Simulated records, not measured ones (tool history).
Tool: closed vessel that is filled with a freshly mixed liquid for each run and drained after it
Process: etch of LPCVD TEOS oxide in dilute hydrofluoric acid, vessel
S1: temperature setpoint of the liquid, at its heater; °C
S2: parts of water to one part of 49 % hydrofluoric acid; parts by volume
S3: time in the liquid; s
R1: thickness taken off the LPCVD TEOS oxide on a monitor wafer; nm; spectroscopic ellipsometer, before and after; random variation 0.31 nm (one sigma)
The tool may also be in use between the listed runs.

Run 1, hour 0.0: S1 24.0 °C, S2 105 parts by volume, S3 90 s. Result: R1 18.698 nm.
Run 2, hour 7.8: S1 24.0 °C, S2 105 parts by volume, S3 90 s. Result: R1 18.728 nm.
Run 3, hour 14.3: S1 25.0 °C, S2 100 parts by volume, S3 90 s. Result: R1 20.741 nm.
Run 4, hour 22.2: S1 25.0 °C, S2 100 parts by volume, S3 100 s. Result: R1 23.071 nm.
Run 5, hour 29.8: S1 25.5 °C, S2 100 parts by volume, S3 100 s. Result: R1 23.003 nm.
Run 6, hour 37.7: S1 26.0 °C, S2 100 parts by volume, S3 100 s. Result: R1 23.998 nm.
Run 7, hour 46.2: S1 26.5 °C, S2 100 parts by volume, S3 100 s. Result: R1 24.226 nm.
Run 8, hour 47.6: S1 27.0 °C, S2 100 parts by volume, S3 100 s. Result: R1 24.460 nm.

Run 9 comes next. What will it give?
Run 9, hour 52.1: S1 31.0 °C, S2 90 parts by volume, S3 100 s. Result: R1 ?.

Run 9 gave R1 32.211 nm.

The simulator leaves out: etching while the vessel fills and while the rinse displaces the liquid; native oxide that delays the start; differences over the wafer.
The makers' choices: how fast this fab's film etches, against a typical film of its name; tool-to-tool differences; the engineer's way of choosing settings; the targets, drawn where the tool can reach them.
